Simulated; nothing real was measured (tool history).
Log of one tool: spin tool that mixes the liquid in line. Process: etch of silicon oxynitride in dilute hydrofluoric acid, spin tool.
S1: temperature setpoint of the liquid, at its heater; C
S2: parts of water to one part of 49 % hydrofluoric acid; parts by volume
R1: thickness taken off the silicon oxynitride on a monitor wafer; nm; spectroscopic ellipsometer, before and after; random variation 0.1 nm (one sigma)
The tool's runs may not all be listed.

{"run": 1, "day": 0.0, "S1": 26, "S2": 85, "time under the liquid (s)": 235, "R1": 13.917}
{"run": 2, "day": 0.238, "S1": 24.5, "S2": 85, "time under the liquid (s)": 235, "R1": 12.93}
{"run": 3, "day": 0.271, "S1": 26.5, "S2": 85, "time under the liquid (s)": 235, "R1": 14.296}
{"run": 4, "day": 0.408, "S1": 29.5, "S2": 85, "time under the liquid (s)": 235, "R1": 16.481}
{"run": 5, "day": 0.542, "S1": 30.5, "S2": 85, "time under the liquid (s)": 235, "R1": 17.126}
{"run": 6, "day": 0.788, "S1": 29, "S2": 85, "time under the liquid (s)": 235, "R1": 15.9}
{"run": 7, "day": 0.858, "S1": 30, "S2": 80, "time under the liquid (s)": 235, "R1": 17.947}
{"run": 8, "day": 1.012, "S1": 31, "S2": 80, "time under the liquid (s)": 235, "R1": 18.739}

Run 9 comes next. What will it give?
{"run": 9, "day": 1.262, "S1": 31.5, "S2": 80, "time under the liquid (s)": 235, "R1": "?"}

R1: 18.903 nm
